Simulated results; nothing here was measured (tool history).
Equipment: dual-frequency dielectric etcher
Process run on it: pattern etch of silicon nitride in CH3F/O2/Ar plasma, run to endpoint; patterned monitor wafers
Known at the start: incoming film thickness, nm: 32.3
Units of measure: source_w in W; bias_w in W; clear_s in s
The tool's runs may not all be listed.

run,day,source_w,bias_w,clear_s
1,0,400,90,41.83
2,0.292,370,85,43.996
3,0.571,370,79,45.172
4,0.65,370,89,43.125
5,0.683,340,85,45.133
6,0.775,320,82,46.4

What does the tool deliver on the next run?
7,0.829,300,79,?

Logged for run 7: clear_s 47.933 s.

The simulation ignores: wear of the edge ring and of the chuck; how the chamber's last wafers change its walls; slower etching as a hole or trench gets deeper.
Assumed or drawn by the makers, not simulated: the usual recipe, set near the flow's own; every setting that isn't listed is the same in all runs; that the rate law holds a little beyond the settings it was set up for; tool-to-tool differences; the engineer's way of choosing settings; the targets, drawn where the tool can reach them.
